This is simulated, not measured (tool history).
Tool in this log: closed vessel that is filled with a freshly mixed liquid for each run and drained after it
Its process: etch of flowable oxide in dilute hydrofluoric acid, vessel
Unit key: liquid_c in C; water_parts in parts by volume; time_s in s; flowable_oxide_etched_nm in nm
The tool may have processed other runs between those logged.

run,hour,liquid_c,water_parts,time_s,flowable_oxide_etched_nm
1,0,24,205,105,19.194
2,8.6,22,205,105,17.824
3,14.3,20.5,205,105,16.882
4,22.5,19.5,205,105,16.251
5,30.8,19,205,105,15.98
6,36.4,19,205,110,16.72
7,44.3,18.5,205,110,16.406

Run 8, settings as shown, results not yet in. Your forecast:
8,49.7,18,205,110,?

flowable_oxide_etched_nm: 15.983 nm
